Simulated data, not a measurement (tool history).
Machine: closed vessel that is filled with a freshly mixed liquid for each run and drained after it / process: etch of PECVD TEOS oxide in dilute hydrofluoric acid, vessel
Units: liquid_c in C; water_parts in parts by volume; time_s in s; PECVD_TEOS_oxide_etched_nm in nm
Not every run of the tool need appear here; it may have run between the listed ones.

run,hour,liquid_c,water_parts,time_s,PECVD_TEOS_oxide_etched_nm
1,0,25,210,40,5.7879
2,4.4,25,210,40,5.8259
3,9.2,23.5,220,40,5.2114
4,17.8,21,220,40,4.7301
5,22.8,20.5,225,40,4.4655
6,25.5,20,230,40,4.3101
7,29.9,19.5,235,40,4.1337

What does the tool deliver on the next run?
8,32.7,19,240,40,?

Run 8 gave PECVD_TEOS_oxide_etched_nm 3.9554 nm.
